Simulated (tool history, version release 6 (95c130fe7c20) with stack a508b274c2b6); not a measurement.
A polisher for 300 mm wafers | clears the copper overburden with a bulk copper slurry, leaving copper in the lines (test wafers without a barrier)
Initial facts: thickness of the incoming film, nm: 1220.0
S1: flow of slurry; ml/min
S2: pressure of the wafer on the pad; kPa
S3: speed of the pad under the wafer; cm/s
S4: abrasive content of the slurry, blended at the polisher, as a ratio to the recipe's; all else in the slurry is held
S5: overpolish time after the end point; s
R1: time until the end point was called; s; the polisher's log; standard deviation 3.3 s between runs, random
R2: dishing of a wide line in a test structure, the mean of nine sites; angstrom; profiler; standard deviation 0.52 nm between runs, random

{"run": 1, "hour": 0.0, "S1": 120, "S2": 16.5, "S3": 112, "S4": 1, "S5": 9, "R1": 144.16, "R2": 471.71}
{"run": 2, "hour": 3.5, "S1": 115, "S2": 15.2, "S3": 112, "S4": 1, "S5": 10, "R1": 161.47, "R2": 482.86}
{"run": 3, "hour": 10.5, "S1": 110, "S2": 14.5, "S3": 112, "S4": 1, "S5": 10, "R1": 166.3, "R2": 456.78}
{"run": 4, "hour": 18.4, "S1": 110, "S2": 13.8, "S3": 112, "S4": 1, "S5": 10, "R1": 175.05, "R2": 443.54}
{"run": 5, "hour": 23.2, "S1": 140, "S2": 13.8, "S3": 112, "S4": 1, "S5": 10, "R1": 167.45, "R2": 453.54}
{"run": 6, "hour": 31.5, "S1": 140, "S2": 13.8, "S3": 112, "S4": 1.2, "S5": 10, "R1": 167.34, "R2": 462.82}
{"run": 7, "hour": 33.9, "S1": 140, "S2": 13.1, "S3": 112, "S4": 1.2, "S5": 10, "R1": 168.12, "R2": 458.18}
{"run": 8, "hour": 37.9, "S1": 140, "S2": 12.4, "S3": 110, "S4": 1.2, "S5": 10, "R1": 183.73, "R2": 431.9}
{"run": 9, "hour": 38.8, "S1": 110, "S2": 8.3, "S3": 108, "S4": 1.2, "S5": 13, "R1": 285.89, "R2": 350.47}
{"run": 10, "hour": 43.2, "S1": 115, "S2": 8.3, "S3": 108, "S4": 1.2, "S5": 13, "R1": 287.75, "R2": 347.2}

Run 11 is up next; what results do you expect?
{"run": 11, "hour": 48.8, "S1": 115, "S2": 8.3, "S3": 108, "S4": 1.2, "S5": 13, "R1": "?", "R2": "?"}

{"run 11": {"R1": 282.18, "R2": 355.07}}
